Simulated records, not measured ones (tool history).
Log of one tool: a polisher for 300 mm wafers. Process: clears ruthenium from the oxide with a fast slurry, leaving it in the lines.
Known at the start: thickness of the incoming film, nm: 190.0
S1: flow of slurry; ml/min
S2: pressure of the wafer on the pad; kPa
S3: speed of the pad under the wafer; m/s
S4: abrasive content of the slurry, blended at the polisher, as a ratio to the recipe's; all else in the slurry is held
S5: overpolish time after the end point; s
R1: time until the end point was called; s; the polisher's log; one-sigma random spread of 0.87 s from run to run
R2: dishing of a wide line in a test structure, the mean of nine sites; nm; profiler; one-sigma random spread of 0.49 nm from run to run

run  hour   S1    S2    S3   S4  S5      R1      R2
  1   0.0  185  20.7  1.12  1.0  15  45.958  41.676
  2   2.3  185  20.0  1.12  1.0  15  46.304  41.960
  3  10.2  185  23.4  1.12  1.0  15  40.009  47.206
  4  16.2  185  26.2  1.12  1.0  15  36.455  51.128
  5  18.1  185  24.8  1.12  1.0  15  38.134  48.738
  6  21.8  185  24.8  1.12  1.0  21  38.636  63.854

Expected results for the next run?
  7  26.0  185  24.1  1.12  1.0  20   ?   ?

{"run 7": {"R1": 39.17, "R2": 60.077}}

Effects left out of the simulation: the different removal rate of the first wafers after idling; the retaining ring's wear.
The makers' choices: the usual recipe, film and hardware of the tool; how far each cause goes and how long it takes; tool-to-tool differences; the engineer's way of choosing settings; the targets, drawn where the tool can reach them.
